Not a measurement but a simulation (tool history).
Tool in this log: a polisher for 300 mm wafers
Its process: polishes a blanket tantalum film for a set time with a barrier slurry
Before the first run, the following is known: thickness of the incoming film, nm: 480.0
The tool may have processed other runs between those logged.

run	hour	flow of slurry (ml/min)	pressure of the wafer on the pad (kPa)	speed of the pad under the wafer (cm/s)	abrasive content of the slurry	polishing time (s)	film removed (angstrom)
1	0	120	9.7	110	1	55	721.21
2	7.5	125	11	112	1	55	833.22
3	14.1	115	11	112	1	55	809.48
4	19	115	11	112	1	57	839.09
5	21.7	125	12.4	112	1	57	948.87
6	30.4	130	13.1	114	1	57	1029.2

Run 7 has not been measured yet. What should we expect?
7	33.2	130	13.8	116	1	57	?

{"run 7": {"film removed (angstrom)": 1107.3}}

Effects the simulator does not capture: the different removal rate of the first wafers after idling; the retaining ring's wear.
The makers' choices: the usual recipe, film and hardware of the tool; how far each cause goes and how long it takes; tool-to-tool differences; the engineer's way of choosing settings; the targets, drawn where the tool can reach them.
